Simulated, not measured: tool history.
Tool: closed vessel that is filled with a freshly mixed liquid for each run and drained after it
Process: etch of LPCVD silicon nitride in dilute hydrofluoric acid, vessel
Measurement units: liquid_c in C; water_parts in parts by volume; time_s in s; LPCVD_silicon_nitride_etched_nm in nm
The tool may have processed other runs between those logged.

run	day	liquid_c	water_parts	time_s	LPCVD_silicon_nitride_etched_nm
1	0.000	23.0	100	2700	11.5640
2	0.346	22.0	105	2700	10.4510
3	0.479	21.0	110	2700	9.2403
4	0.850	21.0	110	2905	9.9783
5	1.108	20.5	115	2905	9.2285
6	1.388	20.5	145	2905	7.4512
7	1.692	20.5	145	2905	7.4027

Run 8 has not been measured yet. What should we expect?
8	1.771	20.0	145	2905	?

Run 8 measured LPCVD_silicon_nitride_etched_nm 7.1882 nm.
